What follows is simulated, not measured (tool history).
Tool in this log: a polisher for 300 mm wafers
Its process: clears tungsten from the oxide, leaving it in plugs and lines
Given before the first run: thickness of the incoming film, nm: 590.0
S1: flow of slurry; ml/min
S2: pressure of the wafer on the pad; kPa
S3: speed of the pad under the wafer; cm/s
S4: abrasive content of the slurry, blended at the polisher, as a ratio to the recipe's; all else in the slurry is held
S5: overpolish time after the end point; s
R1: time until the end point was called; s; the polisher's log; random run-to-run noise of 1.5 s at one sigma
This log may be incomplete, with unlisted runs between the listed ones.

run    day   S1    S2   S3    S4  S5      R1
  1  0.000  260  33.8  136  1.00   4  66.995
  2  0.233  260  33.8  136  1.15   4  64.549
  3  0.321  260  31.0  134  1.15   4  71.458
  4  0.658  260  31.0  134  1.15   4  70.022
  5  0.879  260  25.5  134  1.15   4  84.925
  6  1.000  260  25.5  134  1.35   4  83.864
  7  1.317  260  24.1  134  1.35   4  85.773
  8  1.392  260  22.8  134  1.35   4  92.153
  9  1.462  260  22.1  134  1.35   4  95.493
 10  1.575  260  21.4  134  1.35   4  98.054

For run 11, what comes out?
 11  1.650  260  20.7  134  1.35   4   ?

Logged for run 11: R1 98.539 s.

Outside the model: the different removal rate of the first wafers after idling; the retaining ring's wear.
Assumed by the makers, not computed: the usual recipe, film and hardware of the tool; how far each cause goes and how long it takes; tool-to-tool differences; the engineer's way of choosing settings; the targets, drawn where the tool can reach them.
